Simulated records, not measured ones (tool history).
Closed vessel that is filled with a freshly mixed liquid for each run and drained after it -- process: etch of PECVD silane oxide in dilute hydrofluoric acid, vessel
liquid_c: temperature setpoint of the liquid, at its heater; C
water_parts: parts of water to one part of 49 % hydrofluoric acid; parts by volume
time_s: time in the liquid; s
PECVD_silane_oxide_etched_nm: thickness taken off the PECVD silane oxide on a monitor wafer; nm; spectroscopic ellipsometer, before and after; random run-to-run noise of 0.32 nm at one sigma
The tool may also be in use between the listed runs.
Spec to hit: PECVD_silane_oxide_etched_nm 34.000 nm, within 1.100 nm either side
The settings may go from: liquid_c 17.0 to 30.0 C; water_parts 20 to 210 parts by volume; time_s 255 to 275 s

run 1 hour=0.0 | liquid_c=22.0 water_parts=115 time_s=255 | PECVD_silane_oxide_etched_nm=28.952
run 2 hour=4.1 | liquid_c=22.0 water_parts=130 time_s=255 | PECVD_silane_oxide_etched_nm=25.047
run 3 hour=11.5 | liquid_c=23.0 water_parts=130 time_s=255 | PECVD_silane_oxide_etched_nm=26.404
run 4 hour=15.7 | liquid_c=23.0 water_parts=170 time_s=255 | PECVD_silane_oxide_etched_nm=19.389
run 5 hour=23.4 | liquid_c=23.0 water_parts=195 time_s=255 | PECVD_silane_oxide_etched_nm=16.073
run 6 hour=28.6 | liquid_c=23.0 water_parts=210 time_s=255 | PECVD_silane_oxide_etched_nm=14.903
run 7 hour=32.0 | liquid_c=24.0 water_parts=195 time_s=255 | PECVD_silane_oxide_etched_nm=16.903
run 8 hour=37.2 | liquid_c=25.0 water_parts=185 time_s=255 | PECVD_silane_oxide_etched_nm=18.364
run 9 hour=44.8 | liquid_c=25.5 water_parts=175 time_s=255 | PECVD_silane_oxide_etched_nm=20.658
run 10 hour=46.8 | liquid_c=25.5 water_parts=175 time_s=255 | PECVD_silane_oxide_etched_nm=20.471
run 11 hour=52.1 | liquid_c=26.0 water_parts=165 time_s=255 | PECVD_silane_oxide_etched_nm=22.184
run 12 hour=57.1 | liquid_c=26.5 water_parts=160 time_s=255 | PECVD_silane_oxide_etched_nm=23.636
run 13 hour=61.3 | liquid_c=27.0 water_parts=155 time_s=255 | PECVD_silane_oxide_etched_nm=24.888
run 14 hour=62.7 | liquid_c=27.5 water_parts=150 time_s=255 | PECVD_silane_oxide_etched_nm=26.432
run 15 hour=64.9 | liquid_c=28.0 water_parts=145 time_s=255 | PECVD_silane_oxide_etched_nm=28.294
run 16 hour=70.1 | liquid_c=28.5 water_parts=140 time_s=255 | PECVD_silane_oxide_etched_nm=30.087
run 17 hour=73.1 | liquid_c=29.5 water_parts=135 time_s=255 | PECVD_silane_oxide_etched_nm=32.315

Which of these 5 next moves meets every target?
run A hour=76.1 | liquid_c=28.5 water_parts=135 time_s=255 | PECVD_silane_oxide_etched_nm=?
run B hour=76.1 | liquid_c=25.5 water_parts=130 time_s=265 | PECVD_silane_oxide_etched_nm=?
run C hour=76.1 | liquid_c=29.5 water_parts=140 time_s=255 | PECVD_silane_oxide_etched_nm=?
run D hour=76.1 | liquid_c=29.5 water_parts=145 time_s=255 | PECVD_silane_oxide_etched_nm=?
run E hour=76.1 | liquid_c=30.0 water_parts=130 time_s=255 | PECVD_silane_oxide_etched_nm=?

move=A PECVD_silane_oxide_etched_nm=31.298
move=B PECVD_silane_oxide_etched_nm=30.366
move=C PECVD_silane_oxide_etched_nm=31.105
move=D PECVD_silane_oxide_etched_nm=29.836
move=E PECVD_silane_oxide_etched_nm=34.571
A: misses by more than the last run did
B: misses by more than the last run did
C: misses by more than the last run did
D: misses by more than the last run did
E: meets every target
Go with E: it meets all targets.

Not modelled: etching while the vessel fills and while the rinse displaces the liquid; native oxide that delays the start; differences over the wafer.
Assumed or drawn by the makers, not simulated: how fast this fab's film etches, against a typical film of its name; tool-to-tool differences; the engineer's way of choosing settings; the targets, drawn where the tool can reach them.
